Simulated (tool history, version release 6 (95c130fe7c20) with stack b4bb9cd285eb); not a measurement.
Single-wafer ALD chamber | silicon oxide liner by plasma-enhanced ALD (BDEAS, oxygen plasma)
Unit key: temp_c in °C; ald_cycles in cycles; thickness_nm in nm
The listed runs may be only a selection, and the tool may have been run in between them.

Run 1, hour 0: temp_c 315 °C, ald_cycles 53 cycles. Result: thickness_nm 4.6204 nm.
Run 2, hour 3.5: temp_c 315 °C, ald_cycles 50 cycles. Result: thickness_nm 4.2804 nm.
Run 3, hour 8: temp_c 315 °C, ald_cycles 52 cycles. Result: thickness_nm 4.5285 nm.
Run 4, hour 12.9: temp_c 315 °C, ald_cycles 57 cycles. Result: thickness_nm 4.9504 nm.
Run 5, hour 21.7: temp_c 315 °C, ald_cycles 58 cycles. Result: thickness_nm 4.9926 nm.
Run 6, hour 29.9: temp_c 321 °C, ald_cycles 58 cycles. Result: thickness_nm 4.9338 nm.
Run 7, hour 38.8: temp_c 321 °C, ald_cycles 58 cycles. Result: thickness_nm 4.9966 nm.
Run 8, hour 41.2: temp_c 321 °C, ald_cycles 59 cycles. Result: thickness_nm 5.0566 nm.

For run 9, what comes out?
Run 9, hour 45.7: temp_c 321 °C, ald_cycles 60 cycles. Result: thickness_nm ?.

Run 9 yielded thickness_nm 5.0989 nm.
